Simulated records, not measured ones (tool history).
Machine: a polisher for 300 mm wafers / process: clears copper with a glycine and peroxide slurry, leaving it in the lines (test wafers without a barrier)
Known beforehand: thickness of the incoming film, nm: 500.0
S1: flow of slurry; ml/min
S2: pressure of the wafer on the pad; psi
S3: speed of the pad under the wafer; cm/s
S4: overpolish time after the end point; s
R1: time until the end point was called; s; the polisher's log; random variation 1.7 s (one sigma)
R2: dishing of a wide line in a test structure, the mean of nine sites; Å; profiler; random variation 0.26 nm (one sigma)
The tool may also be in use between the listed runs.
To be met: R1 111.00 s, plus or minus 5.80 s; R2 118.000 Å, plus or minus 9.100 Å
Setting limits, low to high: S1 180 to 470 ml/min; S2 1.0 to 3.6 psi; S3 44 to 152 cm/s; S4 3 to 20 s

run   hour   S1   S2   S3  S4      R1       R2
  1    0.0  300  2.3   98  10  111.41  224.530
  2    7.9  300  2.3   98  14  113.47  278.270
  3   15.8  285  2.2  100  12  113.70  253.950
  4   18.7  285  2.2  110  12  103.26  257.350
  5   23.9  320  2.0  114  10  106.94  237.720
  6   26.3  295  2.2  104   9  110.28  212.880
  7   27.1  275  2.4   96   8  113.49  194.220
  8   32.5  255  2.6   90   7  111.82  168.690
  9   37.8  245  2.7   88   6  114.50  151.460
 10   46.3  240  2.8   88   5  112.42  142.330
 11   54.9  235  2.8   88   5  114.27  137.080
 12   61.5  230  2.8   88   5  113.25  138.740
 13   66.5  225  2.8   88   5  113.27  137.680
 14   71.0  180  2.8   90   3  117.01   87.215
 15   74.4  260  2.8   90   3  106.45   89.752
 16   78.8  255  2.8   88   3  111.38   92.556
 17   84.8  250  2.8   86   3  116.52   89.421
 18   92.3  255  2.9   86   8  113.01  194.260
 19   99.4  260  2.8   88   7  111.90  175.350
 20  102.3  260  2.7   90   7  108.57  183.360
 21  106.6  255  2.6   94   7  113.17  181.340

4 next moves are on the table. One of them brings every result within its allowed miss. Which?
  A  110.9  275  2.3  100   4   ?   ?
  B  110.9  275  2.3   94   3   ?   ?
  C  110.9  260  2.8   80   3   ?   ?
  D  110.9  315  2.5   92   6   ?   ?

move      R1       R2
   A  112.21  119.360
   B  117.09   90.158
   C  118.85   89.096
   D  112.43  164.670
A: hits every target within its allowed miss
B: carries the result that was furthest off beyond its target, to the other side
C: carries the result that was furthest off beyond its target, to the other side
D: better than the last run, though not everything is in spec
A meets every target.
